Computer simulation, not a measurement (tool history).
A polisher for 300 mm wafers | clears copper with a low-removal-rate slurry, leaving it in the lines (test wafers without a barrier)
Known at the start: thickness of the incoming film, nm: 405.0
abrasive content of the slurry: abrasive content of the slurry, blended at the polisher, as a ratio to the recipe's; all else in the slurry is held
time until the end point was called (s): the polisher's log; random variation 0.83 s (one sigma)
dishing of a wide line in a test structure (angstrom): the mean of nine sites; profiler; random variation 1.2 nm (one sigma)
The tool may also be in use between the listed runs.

run  hour  flow of slurry (ml/min)  pressure of the wafer on the pad (psi)  speed of the pad under the wafer (m/s)  abrasive content of the slurry  overpolish time after the end point (s)  time until the end point was called (s)  dishing of a wide line in a test structure (angstrom)
  1     0                      135                                       4                                    1.14                               1                                       30                                   81.189                                                 566.59
  2     5                      135                                       4                                    0.92                               1                                       30                                   98.704                                                 513.59
  3   9.4                      135                                     4.3                                    0.92                               1                                       30                                   92.785                                                 531.41
  4  15.9                      135                                     4.3                                    0.92                             0.8                                       30                                   97.585                                                 512.42
  5  23.6                      135                                     4.3                                    1.08                             0.8                                       30                                   83.506                                                 557.25
  6  25.8                      135                                     4.3                                    1.24                             0.8                                       30                                   73.352                                                 596.35
  7  28.1                      135                                     4.4                                    1.24                             0.8                                       29                                   71.656                                                 591.32

The next listed run, before its measurement:
  8  30.1                      135                                     4.5                                    1.24                             0.8                                       29                                        ?                                                      ?

{"run 8": {"time until the end point was called (s)": 70.698, "dishing of a wide line in a test structure (angstrom)": 575.36}}
